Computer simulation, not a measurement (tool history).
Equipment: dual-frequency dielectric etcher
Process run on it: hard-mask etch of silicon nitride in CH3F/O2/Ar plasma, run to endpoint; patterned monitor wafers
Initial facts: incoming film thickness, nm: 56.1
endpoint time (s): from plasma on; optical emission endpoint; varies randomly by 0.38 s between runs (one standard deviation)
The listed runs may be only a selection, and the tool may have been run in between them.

run	hour	source power (kW)	bias power (kW)	endpoint time (s)
1	0.0	0.550	0.054	75.620
2	2.6	0.460	0.054	83.236
3	8.2	0.390	0.054	90.644
4	15.0	0.450	0.055	83.248
5	22.3	0.530	0.055	76.832
# hour 24.2: source power generator calibrated
6	24.2	0.530	0.062	70.782

What will run 7 give?
7	29.6	0.530	0.062	?

endpoint time (s): 71.674
